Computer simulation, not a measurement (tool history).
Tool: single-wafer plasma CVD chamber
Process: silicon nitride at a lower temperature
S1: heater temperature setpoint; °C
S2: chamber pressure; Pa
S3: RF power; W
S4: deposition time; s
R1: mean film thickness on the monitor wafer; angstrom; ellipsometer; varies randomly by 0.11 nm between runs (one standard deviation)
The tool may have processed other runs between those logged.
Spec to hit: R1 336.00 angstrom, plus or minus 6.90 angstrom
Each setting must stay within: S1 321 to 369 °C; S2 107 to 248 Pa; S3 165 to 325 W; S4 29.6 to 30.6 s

run	hour	S1	S2	S3	S4	R1
1	0.0	345	177	245	29.6	273.05
2	8.1	345	187	255	29.6	283.30
3	15.0	345	217	255	29.6	296.59
4	19.2	345	217	255	29.6	298.09
5	24.7	345	221	260	29.6	301.30
6	30.9	345	224	265	29.6	308.70
7	35.9	345	227	270	29.6	313.57
8	44.8	345	229	275	29.6	318.68
9	49.4	345	232	275	29.6	319.01

Which single option among these 4 for the next run brings every result within its allowed miss of target? Just one does.
A	54.0	345	237	310	30.1	?
B	54.0	345	231	260	30.6	?
C	54.0	356	216	265	29.6	?
D	54.0	346	219	290	30.3	?

move	R1
A	358.26
B	317.27
C	304.59
D	336.06
A: takes the result that was furthest off past its target
B: misses by more than the last run did
C: misses by more than the last run did
D: all results in spec
D meets every target.
